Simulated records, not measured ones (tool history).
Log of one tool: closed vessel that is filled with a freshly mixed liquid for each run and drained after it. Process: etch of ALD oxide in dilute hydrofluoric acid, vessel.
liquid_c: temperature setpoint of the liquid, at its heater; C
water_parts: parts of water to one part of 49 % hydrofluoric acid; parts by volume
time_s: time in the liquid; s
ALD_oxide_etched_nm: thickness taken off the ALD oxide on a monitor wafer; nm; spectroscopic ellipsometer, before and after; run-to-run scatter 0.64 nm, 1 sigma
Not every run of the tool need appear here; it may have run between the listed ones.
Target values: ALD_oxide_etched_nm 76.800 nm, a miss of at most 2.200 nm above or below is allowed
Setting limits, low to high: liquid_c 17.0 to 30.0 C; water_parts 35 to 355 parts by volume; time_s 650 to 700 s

run,day,liquid_c,water_parts,time_s,ALD_oxide_etched_nm
1,0.000,22.0,195,650,63.715
2,0.142,22.0,225,650,52.954
3,0.425,24.0,225,650,57.119
4,0.658,27.0,225,650,63.221
5,0.983,28.5,225,650,67.120
6,1.246,28.5,225,650,68.417
7,1.300,28.5,225,650,67.396
8,1.546,29.0,220,650,70.387
9,1.821,29.5,215,650,72.918
10,1.871,29.5,215,650,73.864

Which of these 5 next moves meets every target?
A,1.921,28.5,220,650,?
B,1.921,30.0,210,650,?
C,1.921,25.5,200,665,?
D,1.921,29.0,215,650,?
E,1.921,30.0,220,650,?

move,ALD_oxide_etched_nm
A,68.935
B,76.958
C,71.345
D,72.191
E,72.580
A: its largest miss is bigger than the last run's
B: each result inside its tolerance
C: its largest miss is bigger than the last run's
D: its largest miss is bigger than the last run's
E: its largest miss is bigger than the last run's
Go with B: it meets all targets.
